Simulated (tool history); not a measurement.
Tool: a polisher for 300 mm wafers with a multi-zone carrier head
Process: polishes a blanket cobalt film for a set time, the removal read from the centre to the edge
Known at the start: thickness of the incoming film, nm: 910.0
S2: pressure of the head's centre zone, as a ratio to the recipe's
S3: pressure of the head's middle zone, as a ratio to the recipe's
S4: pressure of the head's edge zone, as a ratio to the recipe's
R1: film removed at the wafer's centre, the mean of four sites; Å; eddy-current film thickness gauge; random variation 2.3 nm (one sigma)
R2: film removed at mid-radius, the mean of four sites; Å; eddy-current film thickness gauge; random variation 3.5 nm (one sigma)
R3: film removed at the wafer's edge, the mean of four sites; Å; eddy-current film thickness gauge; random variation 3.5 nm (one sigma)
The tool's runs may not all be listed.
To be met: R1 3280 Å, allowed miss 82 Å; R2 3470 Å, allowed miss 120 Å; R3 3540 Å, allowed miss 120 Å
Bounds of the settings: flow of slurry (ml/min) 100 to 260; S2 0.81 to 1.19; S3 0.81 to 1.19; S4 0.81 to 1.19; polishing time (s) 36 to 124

{"run": 1, "hour": 0.0, "flow of slurry (ml/min)": 165, "S2": 1, "S3": 1, "S4": 1, "polishing time (s)": 79, "R1": 2353, "R2": 2539.6, "R3": 2606.5}
{"run": 2, "hour": 5.5, "flow of slurry (ml/min)": 165, "S2": 0.95, "S3": 1, "S4": 1, "polishing time (s)": 79, "R1": 2246.9, "R2": 2617.4, "R3": 2593.6}
{"run": 3, "hour": 6.7, "flow of slurry (ml/min)": 165, "S2": 0.95, "S3": 1, "S4": 1, "polishing time (s)": 64, "R1": 1783, "R2": 2080.7, "R3": 2111.7}
{"run": 4, "hour": 10.7, "flow of slurry (ml/min)": 165, "S2": 0.95, "S3": 1, "S4": 1, "polishing time (s)": 76, "R1": 2155.4, "R2": 2485.7, "R3": 2524.8}
{"run": 5, "hour": 12.5, "flow of slurry (ml/min)": 180, "S2": 0.98, "S3": 1.02, "S4": 1.04, "polishing time (s)": 81, "R1": 2402.3, "R2": 2731.5, "R3": 2793.3}
{"run": 6, "hour": 16.5, "flow of slurry (ml/min)": 180, "S2": 1.04, "S3": 1.02, "S4": 1.04, "polishing time (s)": 81, "R1": 2545.7, "R2": 2683.3, "R3": 2773.2}
{"run": 7, "hour": 18.1, "flow of slurry (ml/min)": 195, "S2": 1.06, "S3": 1.05, "S4": 1.07, "polishing time (s)": 84, "R1": 2764.2, "R2": 2944.8, "R3": 2967}
{"run": 8, "hour": 21.9, "flow of slurry (ml/min)": 205, "S2": 1.07, "S3": 1.06, "S4": 1.1, "polishing time (s)": 86, "R1": 2862.9, "R2": 3023.4, "R3": 3039.7}
{"run": 9, "hour": 22.7, "flow of slurry (ml/min)": 205, "S2": 1.07, "S3": 1.06, "S4": 1.12, "polishing time (s)": 89, "R1": 2984, "R2": 3107, "R3": 3145.3}
{"run": 10, "hour": 29.2, "flow of slurry (ml/min)": 210, "S2": 1.06, "S3": 1.06, "S4": 1.13, "polishing time (s)": 91, "R1": 3014.3, "R2": 3262, "R3": 3287.1}
{"run": 11, "hour": 34.9, "flow of slurry (ml/min)": 220, "S2": 1.07, "S3": 1.06, "S4": 1.14, "polishing time (s)": 92, "R1": 3103.2, "R2": 3244.5, "R3": 3334.4}

5 next moves are on the table. One of them brings every result within its allowed miss. Which?
{"run": "A", "hour": 40.6, "flow of slurry (ml/min)": 215, "S2": 1.19, "S3": 1.15, "S4": 1.11, "polishing time (s)": 88, "R1": "?", "R2": "?", "R3": "?"}
{"run": "B", "hour": 40.6, "flow of slurry (ml/min)": 230, "S2": 1.16, "S3": 1.16, "S4": 1.08, "polishing time (s)": 85, "R1": "?", "R2": "?", "R3": "?"}
{"run": "C", "hour": 40.6, "flow of slurry (ml/min)": 260, "S2": 1.09, "S3": 1.09, "S4": 1.19, "polishing time (s)": 94, "R1": "?", "R2": "?", "R3": "?"}
{"run": "D", "hour": 40.6, "flow of slurry (ml/min)": 190, "S2": 0.97, "S3": 0.89, "S4": 1.19, "polishing time (s)": 99, "R1": "?", "R2": "?", "R3": "?"}
{"run": "E", "hour": 40.6, "flow of slurry (ml/min)": 230, "S2": 1.04, "S3": 1.15, "S4": 1.15, "polishing time (s)": 91, "R1": "?", "R2": "?", "R3": "?"}

move=A R1=3270 R2=3278.1 R3=3141
move=B R1=3108.6 R2=3218.8 R3=3011.6
move=C R1=3278.9 R2=3426.3 R3=3542.4
move=D R1=2926.4 R2=2926.3 R3=3627.4
move=E R1=2979.3 R2=3422.3 R3=3329.4
A: brings the result that was furthest off to its target, and leaves another outside
B: further off than the last run
C: meets every target
D: further off than the last run
E: further off than the last run
The right move is C.

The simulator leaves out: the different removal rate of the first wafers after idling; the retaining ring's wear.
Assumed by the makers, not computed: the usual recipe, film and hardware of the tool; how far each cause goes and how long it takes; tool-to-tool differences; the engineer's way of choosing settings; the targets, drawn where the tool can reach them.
